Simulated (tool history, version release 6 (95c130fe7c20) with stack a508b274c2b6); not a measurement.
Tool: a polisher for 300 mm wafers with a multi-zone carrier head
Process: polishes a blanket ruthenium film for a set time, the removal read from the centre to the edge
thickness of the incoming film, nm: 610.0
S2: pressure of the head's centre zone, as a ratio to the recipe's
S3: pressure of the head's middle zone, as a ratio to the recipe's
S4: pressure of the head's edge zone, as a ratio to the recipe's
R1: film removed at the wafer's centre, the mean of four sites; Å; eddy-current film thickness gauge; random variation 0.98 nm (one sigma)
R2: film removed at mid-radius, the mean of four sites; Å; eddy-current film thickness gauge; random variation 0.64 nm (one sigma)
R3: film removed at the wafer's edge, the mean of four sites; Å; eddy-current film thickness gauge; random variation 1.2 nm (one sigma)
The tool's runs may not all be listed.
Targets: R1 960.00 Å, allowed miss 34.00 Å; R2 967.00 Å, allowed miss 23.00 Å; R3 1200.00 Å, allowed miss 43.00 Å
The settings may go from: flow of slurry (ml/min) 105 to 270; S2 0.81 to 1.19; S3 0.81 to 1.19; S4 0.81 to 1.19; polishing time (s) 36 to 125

run 1 hour=0.0 | flow_of_slurry_(ml/min)=175 S2=1.00 S3=1.00 S4=1.00 polishing_time_(s)=80 | R1=858.97 R2=855.76 R3=878.99
run 2 hour=2.8 | flow_of_slurry_(ml/min)=140 S2=1.00 S3=1.00 S4=1.00 polishing_time_(s)=80 | R1=817.26 R2=846.08 R3=847.83
run 3 hour=10.3 | flow_of_slurry_(ml/min)=175 S2=1.00 S3=1.00 S4=1.00 polishing_time_(s)=80 | R1=863.87 R2=852.75 R3=867.67
run 4 hour=18.8 | flow_of_slurry_(ml/min)=185 S2=0.96 S3=0.97 S4=1.06 polishing_time_(s)=84 | R1=857.52 R2=891.87 R3=935.36
run 5 hour=25.8 | flow_of_slurry_(ml/min)=200 S2=0.94 S3=0.92 S4=1.10 polishing_time_(s)=88 | R1=873.94 R2=897.63 R3=1016.20
run 6 hour=32.7 | flow_of_slurry_(ml/min)=185 S2=0.94 S3=0.92 S4=1.10 polishing_time_(s)=88 | R1=890.06 R2=893.40 R3=1017.10
run 7 hour=34.3 | flow_of_slurry_(ml/min)=185 S2=0.93 S3=0.91 S4=1.13 polishing_time_(s)=91 | R1=896.86 R2=910.02 R3=1061.20
run 8 hour=40.9 | flow_of_slurry_(ml/min)=195 S2=0.92 S3=0.90 S4=1.15 polishing_time_(s)=93 | R1=899.96 R2=929.58 R3=1101.10
run 9 hour=48.5 | flow_of_slurry_(ml/min)=200 S2=0.92 S3=0.89 S4=1.16 polishing_time_(s)=94 | R1=936.99 R2=920.75 R3=1106.40
run 10 hour=57.4 | flow_of_slurry_(ml/min)=200 S2=0.91 S3=0.88 S4=1.17 polishing_time_(s)=96 | R1=945.49 R2=947.32 R3=1149.00

4 next moves are on the table. One of them brings every result within its allowed miss. Which?
run A hour=66.3 | flow_of_slurry_(ml/min)=200 S2=0.90 S3=0.87 S4=1.19 polishing_time_(s)=100 | R1=? R2=? R3=?
run B hour=66.3 | flow_of_slurry_(ml/min)=190 S2=0.96 S3=0.92 S4=1.12 polishing_time_(s)=93 | R1=? R2=? R3=?
run C hour=66.3 | flow_of_slurry_(ml/min)=190 S2=0.94 S3=0.86 S4=1.13 polishing_time_(s)=95 | R1=? R2=? R3=?
run D hour=66.3 | flow_of_slurry_(ml/min)=210 S2=0.81 S3=0.86 S4=1.19 polishing_time_(s)=101 | R1=? R2=? R3=?

move=A R1=962.37 R2=962.00 R3=1210.60
move=B R1=949.21 R2=931.35 R3=1087.00
move=C R1=948.86 R2=899.78 R3=1116.20
move=D R1=879.27 R2=968.16 R3=1227.90
A: meets every target
B: further off than the last run
C: further off than the last run
D: brings the result that was furthest off to its target, and leaves another outside
Move A is the one to make.
